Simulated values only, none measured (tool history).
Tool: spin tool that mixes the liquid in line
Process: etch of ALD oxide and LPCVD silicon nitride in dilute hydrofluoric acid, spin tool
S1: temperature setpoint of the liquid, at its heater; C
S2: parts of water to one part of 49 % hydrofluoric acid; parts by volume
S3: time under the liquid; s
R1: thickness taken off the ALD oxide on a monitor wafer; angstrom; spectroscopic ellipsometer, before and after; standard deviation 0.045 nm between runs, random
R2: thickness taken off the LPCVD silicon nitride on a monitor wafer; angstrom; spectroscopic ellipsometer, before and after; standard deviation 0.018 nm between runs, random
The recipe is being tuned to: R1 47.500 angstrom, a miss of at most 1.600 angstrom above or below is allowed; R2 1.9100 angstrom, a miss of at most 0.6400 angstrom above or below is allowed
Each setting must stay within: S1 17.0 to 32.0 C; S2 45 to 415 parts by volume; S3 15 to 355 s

run 1 hour=0.0 | S1=24.0 S2=230 S3=180 | R1=91.689 R2=3.9108
run 2 hour=6.1 | S1=23.0 S2=245 S3=180 | R1=80.827 R2=3.5021
run 3 hour=6.9 | S1=23.0 S2=275 S3=180 | R1=70.129 R2=3.4806
run 4 hour=12.9 | S1=22.0 S2=280 S3=180 | R1=65.607 R2=2.3854
run 5 hour=15.6 | S1=22.0 S2=280 S3=240 | R1=87.545 R2=3.9709
run 6 hour=21.0 | S1=22.0 S2=280 S3=305 | R1=113.380 R2=4.4515
run 7 hour=27.1 | S1=21.5 S2=305 S3=305 | R1=99.262 R2=4.3578
run 8 hour=28.2 | S1=20.5 S2=325 S3=305 | R1=88.444 R2=3.9793
run 9 hour=34.1 | S1=20.0 S2=340 S3=300 | R1=80.431 R2=3.7384
run 10 hour=35.2 | S1=19.5 S2=350 S3=295 | R1=74.644 R2=2.7746
run 11 hour=38.5 | S1=19.5 S2=360 S3=290 | R1=69.933 R2=3.1961
run 12 hour=39.8 | S1=19.0 S2=370 S3=285 | R1=66.205 R2=2.3791

Which of these 4 next moves meets every target?
run A hour=41.1 | S1=26.0 S2=410 S3=355 | R1=? R2=?
run B hour=41.1 | S1=17.0 S2=255 S3=335 | R1=? R2=?
run C hour=41.1 | S1=19.0 S2=410 S3=205 | R1=? R2=?
run D hour=41.1 | S1=17.0 S2=375 S3=225 | R1=? R2=?

move=A R1=90.859 R2=4.7449
move=B R1=115.370 R2=4.0712
move=C R1=41.539 R2=1.8013
move=D R1=47.718 R2=1.8966
A: further off than the last run
B: further off than the last run
C: pushes the last run's worst result past its target
D: every result within its allowed miss
The move that meets every target is D.
